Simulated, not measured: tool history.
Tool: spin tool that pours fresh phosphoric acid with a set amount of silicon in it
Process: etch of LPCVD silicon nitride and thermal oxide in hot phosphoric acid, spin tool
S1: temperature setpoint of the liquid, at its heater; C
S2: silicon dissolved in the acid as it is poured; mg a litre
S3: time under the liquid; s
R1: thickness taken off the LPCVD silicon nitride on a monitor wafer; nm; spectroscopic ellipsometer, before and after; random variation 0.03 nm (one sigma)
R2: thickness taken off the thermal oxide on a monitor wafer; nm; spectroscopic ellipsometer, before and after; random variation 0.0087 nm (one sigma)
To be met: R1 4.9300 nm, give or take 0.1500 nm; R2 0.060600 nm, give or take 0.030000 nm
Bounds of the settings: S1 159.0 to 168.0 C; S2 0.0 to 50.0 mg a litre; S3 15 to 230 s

{"run": 1, "hour": 0.0, "S1": 164.0, "S2": 24.0, "S3": 120, "R1": 10.198, "R2": 0.21715}
{"run": 2, "hour": 8.2, "S1": 164.0, "S2": 24.0, "S3": 75, "R1": 6.3456, "R2": 0.13695}
{"run": 3, "hour": 10.5, "S1": 163.0, "S2": 27.0, "S3": 70, "R1": 5.7608, "R2": 0.12525}
{"run": 4, "hour": 12.9, "S1": 162.5, "S2": 32.5, "S3": 70, "R1": 5.7015, "R2": 0.068511}
{"run": 5, "hour": 17.8, "S1": 162.5, "S2": 26.0, "S3": 70, "R1": 5.6592, "R2": 0.13148}
{"run": 6, "hour": 20.8, "S1": 162.0, "S2": 28.5, "S3": 70, "R1": 5.5273, "R2": 0.11645}
{"run": 7, "hour": 22.8, "S1": 161.5, "S2": 31.0, "S3": 70, "R1": 5.4468, "R2": 0.094454}
{"run": 8, "hour": 29.8, "S1": 161.0, "S2": 32.5, "S3": 70, "R1": 5.3756, "R2": 0.089972}
{"run": 9, "hour": 30.4, "S1": 160.5, "S2": 34.0, "S3": 70, "R1": 5.3178, "R2": 0.081638}
{"run": 10, "hour": 35.7, "S1": 160.5, "S2": 35.0, "S3": 70, "R1": 5.3339, "R2": 0.078547}

Consider the 5 candidate settings below. Which is the only one whose results all fall within their allowed miss of target?
{"run": "A", "hour": 41.0, "S1": 160.0, "S2": 30.5, "S3": 80, "R1": "?", "R2": "?"}
{"run": "B", "hour": 41.0, "S1": 160.5, "S2": 40.5, "S3": 75, "R1": "?", "R2": "?"}
{"run": "C", "hour": 41.0, "S1": 161.0, "S2": 36.0, "S3": 65, "R1": "?", "R2": "?"}
{"run": "D", "hour": 41.0, "S1": 161.5, "S2": 30.0, "S3": 60, "R1": "?", "R2": "?"}
{"run": "E", "hour": 41.0, "S1": 159.0, "S2": 31.5, "S3": 80, "R1": "?", "R2": "?"}

move=A R1=5.9267 R2=0.106280
move=B R1=5.6502 R2=0.061192
move=C R1=4.9795 R2=0.072106
move=D R1=4.6738 R2=0.090864
move=E R1=5.7305 R2=0.094646
A: the biggest miss grows against the last run
B: the biggest miss grows against the last run
C: in spec on every target
D: takes the result that was furthest off past its target
E: the biggest miss grows against the last run
Move C is the one to make.
